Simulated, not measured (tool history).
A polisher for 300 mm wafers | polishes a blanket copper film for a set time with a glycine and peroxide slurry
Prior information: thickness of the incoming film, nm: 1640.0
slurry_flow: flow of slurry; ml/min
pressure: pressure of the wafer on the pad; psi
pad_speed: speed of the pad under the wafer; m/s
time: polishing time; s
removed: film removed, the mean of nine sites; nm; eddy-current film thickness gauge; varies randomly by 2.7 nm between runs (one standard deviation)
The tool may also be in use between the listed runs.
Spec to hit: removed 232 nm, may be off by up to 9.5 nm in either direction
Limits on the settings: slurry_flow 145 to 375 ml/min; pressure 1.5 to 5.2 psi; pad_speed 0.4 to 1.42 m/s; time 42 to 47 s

| run | day | slurry_flow | pressure | pad_speed | time | removed |
|---|---|---|---|---|---|---|
| 1 | 0 | 240 | 3.3 | 0.9 | 47 | 328.4 |
| 2 | 0.342 | 260 | 3.3 | 0.9 | 47 | 342.3 |
| 3 | 0.688 | 260 | 3.3 | 1.08 | 47 | 386.43 |
| 4 | 0.854 | 255 | 3 | 1.08 | 47 | 365.65 |
| 5 | 0.979 | 255 | 3 | 0.88 | 47 | 306.76 |
| 6 | 1.329 | 275 | 3 | 0.88 | 47 | 309.42 |
| 7 | 1.396 | 275 | 2.8 | 0.88 | 47 | 301.54 |
| 8 | 1.608 | 270 | 2.6 | 0.88 | 47 | 285.04 |
| 9 | 1.925 | 265 | 2.5 | 0.88 | 47 | 271.32 |
| 10 | 2.071 | 265 | 2.5 | 0.88 | 47 | 284.66 |
| 11 | 2.338 | 265 | 2.3 | 0.88 | 47 | 267.95 |
| 12 | 2.608 | 265 | 2.2 | 0.88 | 47 | 257.41 |
| 13 | 2.892 | 260 | 2.1 | 0.88 | 47 | 253.06 |
| 14 | 3.138 | 255 | 2 | 0.88 | 47 | 244.62 |
| 15 | 3.217 | 250 | 2 | 0.88 | 47 | 248.26 |
| 16 | 3.492 | 250 | 2 | 0.88 | 47 | 244.34 |
| 17 | 3.558 | 245 | 2 | 0.88 | 47 | 249.2 |

Of the 4 settings listed for the next run, only one would bring every result within its allowed miss of target. Which one?
| A | 3.625 | 225 | 2.4 | 0.86 | 42 | ? |
| B | 3.625 | 280 | 2.8 | 0.7 | 47 | ? |
| C | 3.625 | 255 | 2 | 0.92 | 47 | ? |
| D | 3.625 | 260 | 2.1 | 0.96 | 46 | ? |

| move | removed |
|---|---|
| A | 233.21 |
| B | 247.52 |
| C | 253.67 |
| D | 263.94 |
A: all results land within tolerance of their targets
B: moves toward the targets from the last run without getting all of them in spec
C: misses by more than the last run did
D: misses by more than the last run did
Go with A: it meets all targets.
